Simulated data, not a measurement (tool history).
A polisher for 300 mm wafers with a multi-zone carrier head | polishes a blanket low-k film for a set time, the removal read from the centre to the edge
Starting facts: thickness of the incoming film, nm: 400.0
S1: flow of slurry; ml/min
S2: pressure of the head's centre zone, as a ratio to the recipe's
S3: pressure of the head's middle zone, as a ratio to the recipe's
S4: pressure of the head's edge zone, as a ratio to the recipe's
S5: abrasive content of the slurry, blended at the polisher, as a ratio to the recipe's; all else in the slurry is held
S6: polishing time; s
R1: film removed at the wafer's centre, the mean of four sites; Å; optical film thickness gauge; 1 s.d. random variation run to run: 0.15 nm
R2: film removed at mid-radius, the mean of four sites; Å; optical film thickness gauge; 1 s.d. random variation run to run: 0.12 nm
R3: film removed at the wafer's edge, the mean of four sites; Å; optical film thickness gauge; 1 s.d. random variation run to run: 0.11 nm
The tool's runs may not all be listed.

run 1 hour=0 | S1=205 S2=1 S3=1 S4=1 S5=1 S6=32 | R1=159.53 R2=166.19 R3=167.29
run 2 hour=3.3 | S1=205 S2=1.07 S3=1 S4=1 S5=1 S6=32 | R1=174.01 R2=165.17 R3=167.44
run 3 hour=7.8 | S1=205 S2=1.07 S3=1 S4=1 S5=1 S6=35 | R1=190.03 R2=185.78 R3=180.12
run 4 hour=12.3 | S1=200 S2=1.06 S3=1 S4=0.97 S5=0.9 S6=34 | R1=168.18 R2=162.09 R3=158.8
run 5 hour=14.2 | S1=200 S2=1.02 S3=1 S4=0.97 S5=0.9 S6=34 | R1=167.66 R2=163.19 R3=161.46
run 6 hour=14.8 | S1=200 S2=1.02 S3=1.07 S4=0.97 S5=0.9 S6=34 | R1=163.82 R2=172.69 R3=158.06
run 7 hour=16.8 | S1=195 S2=1.01 S3=1.06 S4=0.95 S5=0.85 S6=34 | R1=151.32 R2=160.76 R3=150.52
run 8 hour=22 | S1=190 S2=1.01 S3=1.06 S4=0.93 S5=0.8 S6=34 | R1=147.01 R2=155.34 R3=143.5

Expected results for the next run?
run 9 hour=24.2 | S1=185 S2=1.01 S3=1.05 S4=0.91 S5=0.75 S6=34 | R1=? R2=? R3=?

R1: 134.29 Å
R2: 146.83 Å
R3: 129.86 Å
